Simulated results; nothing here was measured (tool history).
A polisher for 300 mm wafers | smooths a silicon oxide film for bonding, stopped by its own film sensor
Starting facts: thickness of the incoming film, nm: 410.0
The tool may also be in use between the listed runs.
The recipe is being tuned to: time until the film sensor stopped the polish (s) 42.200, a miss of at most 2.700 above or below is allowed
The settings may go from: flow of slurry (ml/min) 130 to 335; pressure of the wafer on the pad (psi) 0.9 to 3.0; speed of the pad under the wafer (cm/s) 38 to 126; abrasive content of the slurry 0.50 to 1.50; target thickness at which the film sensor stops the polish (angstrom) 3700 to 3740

| run | hour | flow of slurry (ml/min) | pressure of the wafer on the pad (psi) | speed of the pad under the wafer (cm/s) | abrasive content of the slurry | target thickness at which the film sensor stops the polish (angstrom) | time until the film sensor stopped the polish (s) |
|---|---|---|---|---|---|---|---|
| 1 | 0.0 | 215 | 1.9 | 82 | 1.00 | 3700 | 67.009 |
| 2 | 2.5 | 215 | 2.1 | 84 | 1.00 | 3700 | 61.046 |
| 3 | 9.5 | 215 | 1.7 | 84 | 1.00 | 3700 | 73.221 |
| 4 | 12.4 | 215 | 1.9 | 86 | 1.00 | 3700 | 65.915 |
| 5 | 18.3 | 215 | 1.6 | 86 | 1.00 | 3700 | 77.983 |
| 6 | 20.3 | 215 | 1.8 | 88 | 1.00 | 3700 | 66.553 |
| 7 | 22.4 | 215 | 2.0 | 90 | 1.00 | 3700 | 61.582 |
| 8 | 29.0 | 215 | 2.2 | 92 | 1.00 | 3700 | 54.215 |
| 9 | 35.1 | 215 | 2.2 | 92 | 1.00 | 3700 | 54.945 |
| 10 | 39.9 | 215 | 2.3 | 94 | 1.00 | 3700 | 50.384 |
| 11 | 46.7 | 215 | 2.4 | 94 | 1.00 | 3700 | 49.827 |

Of the 4 settings listed for the next run, only one would bring every result within its allowed miss of target. Which one?
| A | 53.5 | 170 | 2.4 | 84 | 0.95 | 3700 | ? |
| B | 53.5 | 205 | 2.0 | 94 | 1.05 | 3700 | ? |
| C | 53.5 | 225 | 2.8 | 88 | 0.85 | 3740 | ? |
| D | 53.5 | 225 | 2.2 | 80 | 0.90 | 3700 | ? |

| move | time until the film sensor stopped the polish (s) |
|---|---|
| A | 54.506 |
| B | 56.420 |
| C | 41.983 |
| D | 60.523 |
A: the biggest miss grows against the last run
B: the biggest miss grows against the last run
C: hits every target within its allowed miss
D: the biggest miss grows against the last run
Answer: C
